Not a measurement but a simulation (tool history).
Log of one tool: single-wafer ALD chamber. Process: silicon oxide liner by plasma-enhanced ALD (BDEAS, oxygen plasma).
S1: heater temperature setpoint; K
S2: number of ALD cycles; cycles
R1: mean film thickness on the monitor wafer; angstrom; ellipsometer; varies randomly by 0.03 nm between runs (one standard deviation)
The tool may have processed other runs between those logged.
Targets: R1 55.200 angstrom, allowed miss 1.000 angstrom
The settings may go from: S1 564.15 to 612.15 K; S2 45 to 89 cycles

run    day      S1  S2      R1
  1  0.000  588.15  67  62.643
  2  0.312  588.15  72  67.671
  3  0.658  589.15  68  63.494
  4  1.017  596.15  68  62.752
  5  1.125  597.15  66  60.471
  6  1.338  597.15  62  57.729
  7  1.421  598.15  61  56.798
  8  1.646  599.15  61  56.396

Below are 4 possible settings for the next run. Only one of them brings all results inside the allowed miss of their targets. Which is it?
  A  1.871  602.15  63   ?
  B  1.871  599.15  57   ?
  C  1.871  601.15  60   ?
  D  1.871  600.15  63   ?

move      R1
   A  57.995
   B  52.673
   C  55.304
   D  58.143
A: its largest miss is bigger than the last run's
B: takes the biggest miss from the last run beyond its target
C: every result within its allowed miss
D: its largest miss is bigger than the last run's
Move C is the one to make.

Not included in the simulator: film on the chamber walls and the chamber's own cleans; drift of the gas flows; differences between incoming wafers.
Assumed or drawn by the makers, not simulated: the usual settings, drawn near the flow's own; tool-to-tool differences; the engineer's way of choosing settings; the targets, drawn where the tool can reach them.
